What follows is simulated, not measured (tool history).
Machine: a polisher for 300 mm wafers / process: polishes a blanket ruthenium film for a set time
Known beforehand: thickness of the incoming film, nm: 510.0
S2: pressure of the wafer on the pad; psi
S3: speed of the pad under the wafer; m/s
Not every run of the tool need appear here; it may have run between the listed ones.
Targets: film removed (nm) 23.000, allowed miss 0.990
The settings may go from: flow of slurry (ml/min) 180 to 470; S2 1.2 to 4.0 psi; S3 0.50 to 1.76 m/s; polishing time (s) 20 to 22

Run 1, hour 0.0: flow of slurry (ml/min) 300, S2 2.6 psi, S3 1.12 m/s, polishing time (s) 22. Result: film removed (nm) 30.022.
Run 2, hour 7.5: flow of slurry (ml/min) 300, S2 2.5 psi, S3 1.12 m/s, polishing time (s) 22. Result: film removed (nm) 28.951.
Run 3, hour 10.2: flow of slurry (ml/min) 300, S2 3.1 psi, S3 1.12 m/s, polishing time (s) 22. Result: film removed (nm) 35.427.
Run 4, hour 14.1: flow of slurry (ml/min) 300, S2 3.1 psi, S3 1.12 m/s, polishing time (s) 22. Result: film removed (nm) 35.717.
Run 5, hour 21.6: flow of slurry (ml/min) 300, S2 3.1 psi, S3 1.26 m/s, polishing time (s) 22. Result: film removed (nm) 39.852.
Run 6, hour 25.7: flow of slurry (ml/min) 300, S2 3.1 psi, S3 1.48 m/s, polishing time (s) 22. Result: film removed (nm) 45.910.
Run 7, hour 28.7: flow of slurry (ml/min) 300, S2 2.9 psi, S3 1.48 m/s, polishing time (s) 22. Result: film removed (nm) 44.304.
Run 8, hour 33.0: flow of slurry (ml/min) 300, S2 2.7 psi, S3 1.46 m/s, polishing time (s) 22. Result: film removed (nm) 39.139.
Run 9, hour 34.0: flow of slurry (ml/min) 300, S2 2.5 psi, S3 1.46 m/s, polishing time (s) 22. Result: film removed (nm) 36.858.
Run 10, hour 37.3: flow of slurry (ml/min) 300, S2 2.4 psi, S3 1.46 m/s, polishing time (s) 22. Result: film removed (nm) 35.806.
Run 11, hour 46.2: flow of slurry (ml/min) 300, S2 2.3 psi, S3 1.46 m/s, polishing time (s) 22. Result: film removed (nm) 34.252.

Pick the move, out of 4, that brings all results within their allowed miss; only one does.
Run A, hour 55.1: flow of slurry (ml/min) 290, S2 2.1 psi, S3 1.32 m/s, polishing time (s) 20. Result: film removed (nm) ?.
Run B, hour 55.1: flow of slurry (ml/min) 280, S2 1.9 psi, S3 1.48 m/s, polishing time (s) 20. Result: film removed (nm) ?.
Run C, hour 55.1: flow of slurry (ml/min) 310, S2 1.8 psi, S3 1.36 m/s, polishing time (s) 20. Result: film removed (nm) ?.
Run D, hour 55.1: flow of slurry (ml/min) 300, S2 1.8 psi, S3 1.56 m/s, polishing time (s) 20. Result: film removed (nm) ?.

move  film removed (nm)
   A             25.847
   B             26.171
   C             23.073
   D             26.313
A: gains on the last run, yet a result remains outside its allowed miss
B: gains on the last run, yet a result remains outside its allowed miss
C: every result lands within tolerance
D: gains on the last run, yet a result remains outside its allowed miss
Correct choice: C, which meets every target
